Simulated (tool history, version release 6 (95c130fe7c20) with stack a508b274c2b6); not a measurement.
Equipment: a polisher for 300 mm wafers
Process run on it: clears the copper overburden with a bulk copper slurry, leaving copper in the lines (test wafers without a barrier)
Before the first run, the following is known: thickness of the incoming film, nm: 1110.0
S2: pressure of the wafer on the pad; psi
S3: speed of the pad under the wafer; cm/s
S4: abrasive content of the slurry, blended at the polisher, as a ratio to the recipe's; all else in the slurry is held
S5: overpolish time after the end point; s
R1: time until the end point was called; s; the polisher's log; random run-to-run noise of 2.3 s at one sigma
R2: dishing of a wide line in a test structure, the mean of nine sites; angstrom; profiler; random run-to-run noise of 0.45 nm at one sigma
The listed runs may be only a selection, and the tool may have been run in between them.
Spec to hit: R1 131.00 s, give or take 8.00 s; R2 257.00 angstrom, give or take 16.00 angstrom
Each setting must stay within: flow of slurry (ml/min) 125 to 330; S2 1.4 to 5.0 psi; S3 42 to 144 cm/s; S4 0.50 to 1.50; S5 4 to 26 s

{"run": 1, "hour": 0.0, "flow of slurry (ml/min)": 210, "S2": 3.2, "S3": 92, "S4": 1.0, "S5": 13, "R1": 118.19, "R2": 793.06}
{"run": 2, "hour": 7.5, "flow of slurry (ml/min)": 210, "S2": 3.2, "S3": 92, "S4": 1.15, "S5": 13, "R1": 117.97, "R2": 815.76}
{"run": 3, "hour": 15.0, "flow of slurry (ml/min)": 210, "S2": 3.2, "S3": 92, "S4": 1.15, "S5": 9, "R1": 115.69, "R2": 589.16}
{"run": 4, "hour": 23.9, "flow of slurry (ml/min)": 210, "S2": 3.2, "S3": 78, "S4": 1.15, "S5": 9, "R1": 138.89, "R2": 547.48}
{"run": 5, "hour": 32.7, "flow of slurry (ml/min)": 210, "S2": 3.2, "S3": 62, "S4": 1.15, "S5": 9, "R1": 165.06, "R2": 445.72}
{"run": 6, "hour": 41.1, "flow of slurry (ml/min)": 210, "S2": 2.9, "S3": 62, "S4": 1.15, "S5": 9, "R1": 178.44, "R2": 408.05}
{"run": 7, "hour": 45.6, "flow of slurry (ml/min)": 225, "S2": 2.7, "S3": 70, "S4": 1.1, "S5": 8, "R1": 168.5, "R2": 386.06}
{"run": 8, "hour": 49.7, "flow of slurry (ml/min)": 240, "S2": 2.5, "S3": 76, "S4": 1.0, "S5": 7, "R1": 170.97, "R2": 352.97}
{"run": 9, "hour": 57.4, "flow of slurry (ml/min)": 250, "S2": 2.3, "S3": 82, "S4": 0.95, "S5": 7, "R1": 169.75, "R2": 334.08}
{"run": 10, "hour": 61.0, "flow of slurry (ml/min)": 310, "S2": 1.5, "S3": 108, "S4": 0.7, "S5": 4, "R1": 187.05, "R2": 186.25}

Exactly one of the 5 candidate moves below puts every result within its allowed miss. Which one?
{"run": "A", "hour": 64.6, "flow of slurry (ml/min)": 330, "S2": 2.4, "S3": 106, "S4": 0.85, "S5": 4, "R1": "?", "R2": "?"}
{"run": "B", "hour": 64.6, "flow of slurry (ml/min)": 300, "S2": 1.4, "S3": 66, "S4": 0.75, "S5": 12, "R1": "?", "R2": "?"}
{"run": "C", "hour": 64.6, "flow of slurry (ml/min)": 330, "S2": 1.4, "S3": 72, "S4": 0.5, "S5": 4, "R1": "?", "R2": "?"}
{"run": "D", "hour": 64.6, "flow of slurry (ml/min)": 330, "S2": 1.6, "S3": 88, "S4": 0.65, "S5": 7, "R1": "?", "R2": "?"}
{"run": "E", "hour": 64.6, "flow of slurry (ml/min)": 315, "S2": 1.4, "S3": 64, "S4": 0.5, "S5": 11, "R1": "?", "R2": "?"}

move=A R1=132.68 R2=258.37
move=B R1=300.84 R2=327.43
move=C R1=297.40 R2=119.20
move=D R1=219.21 R2=269.29
move=E R1=329.70 R2=279.04
A: all results in spec
B: misses by more than the last run did
C: misses by more than the last run did
D: misses by more than the last run did
E: misses by more than the last run did
A meets every target.

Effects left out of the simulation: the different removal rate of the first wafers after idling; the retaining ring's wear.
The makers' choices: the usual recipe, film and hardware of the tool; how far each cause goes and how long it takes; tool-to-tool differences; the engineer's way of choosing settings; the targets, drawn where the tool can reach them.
